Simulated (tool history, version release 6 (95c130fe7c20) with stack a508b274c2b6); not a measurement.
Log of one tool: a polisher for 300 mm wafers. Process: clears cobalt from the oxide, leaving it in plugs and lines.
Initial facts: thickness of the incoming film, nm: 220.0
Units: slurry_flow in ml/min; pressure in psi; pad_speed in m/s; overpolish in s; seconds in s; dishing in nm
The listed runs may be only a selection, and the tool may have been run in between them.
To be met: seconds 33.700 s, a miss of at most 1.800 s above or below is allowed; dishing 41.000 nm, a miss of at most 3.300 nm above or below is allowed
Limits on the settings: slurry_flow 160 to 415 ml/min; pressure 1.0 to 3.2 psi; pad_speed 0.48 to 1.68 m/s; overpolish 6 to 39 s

run    day  slurry_flow  pressure  pad_speed  overpolish  seconds  dishing
  1  0.000          265       2.1       1.08          20   45.675   38.635
  2  0.371          265       2.1       1.28          20   38.474   40.379
  3  0.421          305       2.1       1.28          20   38.941   40.947
  4  0.496          305       2.1       1.12          20   44.285   37.637
  5  0.854          305       2.2       1.12          20   42.274   39.304
  6  1.142          305       1.8       1.12          20   51.760   38.356
  7  1.392          305       1.9       1.12          20   46.642   37.315
  8  1.721          305       2.4       1.16          26   36.969   42.076
  9  1.892          305       2.4       1.16          25   38.081   41.121

4 candidate next runs follow, results not yet known. Just one meets every target within its allowed miss. Identify it.
  A  2.062          325       2.4       1.28          28        ?        ?
  B  2.062          225       2.3       1.06          30        ?        ?
  C  2.062          295       2.4       0.96          23        ?        ?
  D  2.062          330       2.9       0.84          22        ?        ?

move  seconds  dishing
   A   34.234   41.231
   B   43.730   40.690
   C   44.296   38.984
   D   40.967   39.217
A: meets every target
B: its largest miss is bigger than the last run's
C: its largest miss is bigger than the last run's
D: its largest miss is bigger than the last run's
Go with A: it meets all targets.

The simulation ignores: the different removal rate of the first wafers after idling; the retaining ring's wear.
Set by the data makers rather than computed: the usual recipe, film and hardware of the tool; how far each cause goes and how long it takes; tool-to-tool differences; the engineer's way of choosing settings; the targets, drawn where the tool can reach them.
